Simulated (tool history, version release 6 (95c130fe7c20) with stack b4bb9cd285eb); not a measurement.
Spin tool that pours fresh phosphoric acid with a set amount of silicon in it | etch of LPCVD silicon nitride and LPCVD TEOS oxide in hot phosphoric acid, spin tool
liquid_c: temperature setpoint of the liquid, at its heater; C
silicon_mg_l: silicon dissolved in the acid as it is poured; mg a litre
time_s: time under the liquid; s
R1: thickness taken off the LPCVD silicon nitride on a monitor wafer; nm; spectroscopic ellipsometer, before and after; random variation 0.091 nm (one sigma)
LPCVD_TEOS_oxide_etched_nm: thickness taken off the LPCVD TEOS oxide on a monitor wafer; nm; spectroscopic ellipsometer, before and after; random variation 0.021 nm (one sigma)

Run 1, hour 0: liquid_c 164 C, silicon_mg_l 16.5 mg a litre, time_s 180 s. Result: R1 18.803 nm, LPCVD_TEOS_oxide_etched_nm 0.29571 nm.
Run 2, hour 8.8: liquid_c 164 C, silicon_mg_l 16.5 mg a litre, time_s 220 s. Result: R1 23.227 nm, LPCVD_TEOS_oxide_etched_nm 0.38644 nm.
Run 3, hour 16: liquid_c 163 C, silicon_mg_l 14 mg a litre, time_s 190 s. Result: R1 19.489 nm, LPCVD_TEOS_oxide_etched_nm 0.31519 nm.
Run 4, hour 18: liquid_c 163 C, silicon_mg_l 7.5 mg a litre, time_s 190 s. Result: R1 19.353 nm, LPCVD_TEOS_oxide_etched_nm 0.363 nm.
Run 5, hour 23.5: liquid_c 162.5 C, silicon_mg_l 7 mg a litre, time_s 165 s. Result: R1 16.459 nm, LPCVD_TEOS_oxide_etched_nm 0.32096 nm.
Run 6, hour 28.7: liquid_c 162 C, silicon_mg_l 7.5 mg a litre, time_s 150 s. Result: R1 14.991 nm, LPCVD_TEOS_oxide_etched_nm 0.29102 nm.
Run 7, hour 30.7: liquid_c 161.5 C, silicon_mg_l 8.5 mg a litre, time_s 140 s. Result: R1 13.534 nm, LPCVD_TEOS_oxide_etched_nm 0.25816 nm.

Run 8 comes next. What will it give?
Run 8, hour 33.8: liquid_c 159 C, silicon_mg_l 10.5 mg a litre, time_s 115 s. Result: R1 ?, LPCVD_TEOS_oxide_etched_nm ?.

{"run 8": {"R1": 10.304, "LPCVD_TEOS_oxide_etched_nm": 0.17275}}
